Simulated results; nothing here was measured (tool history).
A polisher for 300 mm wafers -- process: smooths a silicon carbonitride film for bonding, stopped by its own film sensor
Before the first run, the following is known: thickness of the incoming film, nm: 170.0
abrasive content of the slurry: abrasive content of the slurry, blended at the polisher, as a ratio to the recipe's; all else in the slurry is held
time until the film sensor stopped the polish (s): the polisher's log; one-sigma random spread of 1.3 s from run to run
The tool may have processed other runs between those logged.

| run | hour | flow of slurry (ml/min) | pressure of the wafer on the pad (psi) | speed of the pad under the wafer (cm/s) | abrasive content of the slurry | target thickness at which the film sensor stops the polish (nm) | time until the film sensor stopped the polish (s) |
|---|---|---|---|---|---|---|---|
| 1 | 0 | 240 | 2 | 84 | 1 | 156 | 65.857 |
| 2 | 5.4 | 240 | 1.9 | 84 | 1 | 156 | 67.085 |
| 3 | 9.5 | 240 | 1.8 | 84 | 1 | 156 | 71.133 |
| 4 | 18.4 | 240 | 1.7 | 84 | 1 | 156 | 73.601 |
| 5 | 22.6 | 240 | 1.9 | 84 | 1 | 156 | 67.323 |
| 6 | 25.6 | 290 | 1.9 | 84 | 1 | 156 | 66.803 |
| 7 | 31.1 | 290 | 1.8 | 84 | 1 | 156 | 68.776 |
| 8 | 34.9 | 290 | 1.7 | 84 | 1 | 156 | 72.289 |
| 9 | 39 | 290 | 1.6 | 84 | 1 | 156 | 74.262 |
| 10 | 42.7 | 290 | 1.5 | 84 | 1 | 156 | 77.515 |
| 11 | 47.8 | 290 | 1.5 | 84 | 1 | 156 | 78.503 |
| 12 | 49 | 290 | 1.4 | 84 | 1 | 156 | 81.987 |
| 13 | 51.7 | 290 | 1.3 | 84 | 1 | 156 | 84.448 |

The next listed run, before its measurement:
| 14 | 59.1 | 290 | 1.2 | 84 | 1 | 156 | ? |

For run 14 the tool returned time until the film sensor stopped the polish (s) 89.129.

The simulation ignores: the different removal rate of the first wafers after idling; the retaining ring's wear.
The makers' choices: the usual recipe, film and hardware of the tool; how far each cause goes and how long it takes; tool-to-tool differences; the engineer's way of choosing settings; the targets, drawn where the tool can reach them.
